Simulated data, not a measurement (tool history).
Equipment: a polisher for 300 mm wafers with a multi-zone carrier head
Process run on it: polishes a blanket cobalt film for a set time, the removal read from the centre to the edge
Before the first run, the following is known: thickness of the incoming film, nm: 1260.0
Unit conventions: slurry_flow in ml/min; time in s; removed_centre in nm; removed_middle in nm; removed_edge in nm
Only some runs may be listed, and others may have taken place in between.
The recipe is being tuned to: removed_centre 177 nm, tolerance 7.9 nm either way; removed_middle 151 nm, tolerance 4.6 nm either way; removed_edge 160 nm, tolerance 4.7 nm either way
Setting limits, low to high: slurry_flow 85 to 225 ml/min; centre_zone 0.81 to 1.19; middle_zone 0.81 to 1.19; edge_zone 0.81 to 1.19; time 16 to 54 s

{"run": 1, "hour": 0.0, "slurry_flow": 145, "centre_zone": 1, "middle_zone": 1, "edge_zone": 1, "time": 35, "removed_centre": 139.31, "removed_middle": 145.31, "removed_edge": 146.64}
{"run": 2, "hour": 4.7, "slurry_flow": 115, "centre_zone": 1, "middle_zone": 1, "edge_zone": 1, "time": 35, "removed_centre": 133.43, "removed_middle": 136.34, "removed_edge": 139.07}
{"run": 3, "hour": 6.3, "slurry_flow": 115, "centre_zone": 1, "middle_zone": 1, "edge_zone": 1, "time": 41, "removed_centre": 156.87, "removed_middle": 160.67, "removed_edge": 164.71}
{"run": 4, "hour": 11.9, "slurry_flow": 115, "centre_zone": 0.93, "middle_zone": 1, "edge_zone": 1, "time": 41, "removed_centre": 148.03, "removed_middle": 161.13, "removed_edge": 161.76}
{"run": 5, "hour": 15.2, "slurry_flow": 115, "centre_zone": 0.96, "middle_zone": 0.99, "edge_zone": 0.98, "time": 41, "removed_centre": 148.12, "removed_middle": 158.14, "removed_edge": 164.36}
{"run": 6, "hour": 17.5, "slurry_flow": 115, "centre_zone": 0.99, "middle_zone": 0.99, "edge_zone": 0.99, "time": 41, "removed_centre": 155.07, "removed_middle": 158.41, "removed_edge": 165.6}
{"run": 7, "hour": 24.2, "slurry_flow": 115, "centre_zone": 1.02, "middle_zone": 0.99, "edge_zone": 0.99, "time": 41, "removed_centre": 156.83, "removed_middle": 161.52, "removed_edge": 165.98}
{"run": 8, "hour": 26.1, "slurry_flow": 115, "centre_zone": 1.05, "middle_zone": 0.99, "edge_zone": 1.02, "time": 40, "removed_centre": 158.33, "removed_middle": 154.26, "removed_edge": 162.8}
{"run": 9, "hour": 29.7, "slurry_flow": 115, "centre_zone": 1.07, "middle_zone": 0.99, "edge_zone": 1.02, "time": 40, "removed_centre": 161.17, "removed_middle": 154.15, "removed_edge": 162.59}
{"run": 10, "hour": 36.1, "slurry_flow": 115, "centre_zone": 1.09, "middle_zone": 0.99, "edge_zone": 1.02, "time": 40, "removed_centre": 166.87, "removed_middle": 155.67, "removed_edge": 162.1}
{"run": 11, "hour": 40.8, "slurry_flow": 115, "centre_zone": 1.1, "middle_zone": 0.99, "edge_zone": 1.02, "time": 40, "removed_centre": 170.67, "removed_middle": 155.69, "removed_edge": 162.81}

Consider the 4 candidate settings below. Which is the only one whose results all fall within their allowed miss of target?
{"run": "A", "hour": 45.5, "slurry_flow": 130, "centre_zone": 1.18, "middle_zone": 1.06, "edge_zone": 0.97, "time": 39, "removed_centre": "?", "removed_middle": "?", "removed_edge": "?"}
{"run": "B", "hour": 45.5, "slurry_flow": 105, "centre_zone": 1.08, "middle_zone": 0.98, "edge_zone": 0.99, "time": 43, "removed_centre": "?", "removed_middle": "?", "removed_edge": "?"}
{"run": "C", "hour": 45.5, "slurry_flow": 130, "centre_zone": 1.11, "middle_zone": 0.98, "edge_zone": 1.02, "time": 41, "removed_centre": "?", "removed_middle": "?", "removed_edge": "?"}
{"run": "D", "hour": 45.5, "slurry_flow": 90, "centre_zone": 1.19, "middle_zone": 0.99, "edge_zone": 1, "time": 41, "removed_centre": "?", "removed_middle": "?", "removed_edge": "?"}

move=A removed_centre=182.59 removed_middle=164.96 removed_edge=156.76
move=B removed_centre=175.04 removed_middle=162.94 removed_edge=169.29
move=C removed_centre=180.39 removed_middle=162.32 removed_edge=168.61
move=D removed_centre=176.57 removed_middle=151.07 removed_edge=158.19
A: further off than the last run
B: further off than the last run
C: further off than the last run
D: all results in spec
The move that meets every target is D.
